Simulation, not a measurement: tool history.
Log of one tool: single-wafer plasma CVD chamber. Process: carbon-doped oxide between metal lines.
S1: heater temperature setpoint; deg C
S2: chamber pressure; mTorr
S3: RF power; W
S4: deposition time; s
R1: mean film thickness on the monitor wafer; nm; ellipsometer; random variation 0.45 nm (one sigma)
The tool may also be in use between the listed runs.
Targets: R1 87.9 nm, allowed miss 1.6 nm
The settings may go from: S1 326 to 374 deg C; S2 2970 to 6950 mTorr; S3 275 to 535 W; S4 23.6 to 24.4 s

Run 1, day 0: S1 350 deg C, S2 4960 mTorr, S3 405 W, S4 23.6 s. Result: R1 104.82 nm.
Run 2, day 0.088: S1 350 deg C, S2 4960 mTorr, S3 450 W, S4 23.6 s. Result: R1 112.71 nm.
Run 3, day 0.112: S1 353 deg C, S2 4650 mTorr, S3 425 W, S4 23.6 s. Result: R1 105.21 nm.
Run 4, day 0.488: S1 346 deg C, S2 4650 mTorr, S3 425 W, S4 23.6 s. Result: R1 107.35 nm.
Run 5, day 0.821: S1 348 deg C, S2 4280 mTorr, S3 415 W, S4 23.6 s. Result: R1 104.63 nm.
Run 6, day 0.979: S1 348 deg C, S2 4280 mTorr, S3 415 W, S4 23.6 s. Result: R1 104.53 nm.
Run 7, day 1.083: S1 351 deg C, S2 4010 mTorr, S3 400 W, S4 23.6 s. Result: R1 99.766 nm.
Run 8, day 1.338: S1 354 deg C, S2 3780 mTorr, S3 395 W, S4 23.6 s. Result: R1 97.432 nm.
Run 9, day 1.362: S1 356 deg C, S2 3600 mTorr, S3 390 W, S4 23.6 s. Result: R1 96.24 nm.
Run 10, day 1.721: S1 357 deg C, S2 3470 mTorr, S3 385 W, S4 23.6 s. Result: R1 94.127 nm.
Run 11, day 1.883: S1 359 deg C, S2 3360 mTorr, S3 380 W, S4 23.6 s. Result: R1 91.987 nm.
Run 12, day 1.929: S1 361 deg C, S2 3280 mTorr, S3 380 W, S4 23.6 s. Result: R1 91.171 nm.
Run 13, day 2.233: S1 362 deg C, S2 3220 mTorr, S3 380 W, S4 23.6 s. Result: R1 90.952 nm.
Run 14, day 2.279: S1 363 deg C, S2 3170 mTorr, S3 380 W, S4 23.6 s. Result: R1 90.879 nm.
Run 15, day 2.488: S1 364 deg C, S2 3130 mTorr, S3 380 W, S4 23.6 s. Result: R1 90.791 nm.
Run 16, day 2.721: S1 365 deg C, S2 3090 mTorr, S3 380 W, S4 23.6 s. Result: R1 90.872 nm.
Run 17, day 2.942: S1 365 deg C, S2 3060 mTorr, S3 375 W, S4 23.6 s. Result: R1 89.38 nm.
Run 18, day 3.079: S1 366 deg C, S2 3040 mTorr, S3 375 W, S4 23.6 s. Result: R1 89.38 nm.

Which of these 5 next moves meets every target?
Run A, day 3.217: S1 367 deg C, S2 3070 mTorr, S3 370 W, S4 24.4 s. Result: R1 ?.
Run B, day 3.217: S1 372 deg C, S2 3590 mTorr, S3 370 W, S4 24.4 s. Result: R1 ?.
Run C, day 3.217: S1 368 deg C, S2 3080 mTorr, S3 370 W, S4 24.2 s. Result: R1 ?.
Run D, day 3.217: S1 374 deg C, S2 2980 mTorr, S3 355 W, S4 24.4 s. Result: R1 ?.
Run E, day 3.217: S1 374 deg C, S2 3000 mTorr, S3 390 W, S4 24.1 s. Result: R1 ?.

move      R1
   A   91.61
   B  92.053
   C  90.703
   D  87.616
   E  92.139
A: further off than the last run
B: further off than the last run
C: further off than the last run
D: meets every target
E: further off than the last run
The right move is D.
